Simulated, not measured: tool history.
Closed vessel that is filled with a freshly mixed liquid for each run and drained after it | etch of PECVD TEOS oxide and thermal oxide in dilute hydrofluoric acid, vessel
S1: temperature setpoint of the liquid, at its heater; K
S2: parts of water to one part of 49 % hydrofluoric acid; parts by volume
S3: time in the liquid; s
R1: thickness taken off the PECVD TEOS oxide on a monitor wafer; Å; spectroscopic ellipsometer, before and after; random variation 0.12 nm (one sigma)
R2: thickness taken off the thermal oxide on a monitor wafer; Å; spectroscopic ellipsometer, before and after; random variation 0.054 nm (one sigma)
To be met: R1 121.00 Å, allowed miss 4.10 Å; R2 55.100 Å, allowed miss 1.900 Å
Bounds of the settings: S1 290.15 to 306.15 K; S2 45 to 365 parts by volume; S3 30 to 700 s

run  hour      S1   S2   S3      R1      R2
  1   0.0  298.15  205  355  164.46  73.054
  2   2.2  300.15  205  355  175.14  79.058
  3   4.6  297.65  205  355  158.96  72.531
  4  11.2  296.15  210  355  144.07  66.345
  5  13.4  296.15  210  435  180.87  81.796
  6  22.0  294.65  220  435  161.79  72.066
  7  26.9  293.65  225  430  150.71  67.445
  8  33.3  292.65  230  430  137.71  64.781
  9  39.5  292.65  240  435  133.37  60.240

5 next moves are on the table. One of them brings every result within its allowed miss. Which?
  A  45.7  292.65  205  385   ?   ?
  B  45.7  293.15  230  445   ?   ?
  C  45.7  293.65  185  345   ?   ?
  D  45.7  292.65  235  480   ?   ?
  E  45.7  290.65  250  450   ?   ?

move      R1      R2
   A  142.77  64.682
   B  146.38  66.318
   C  150.31  68.096
   D  150.91  68.371
   E  121.51  55.049
A: further off than the last run
B: further off than the last run
C: further off than the last run
D: further off than the last run
E: meets every target
The right move is E.

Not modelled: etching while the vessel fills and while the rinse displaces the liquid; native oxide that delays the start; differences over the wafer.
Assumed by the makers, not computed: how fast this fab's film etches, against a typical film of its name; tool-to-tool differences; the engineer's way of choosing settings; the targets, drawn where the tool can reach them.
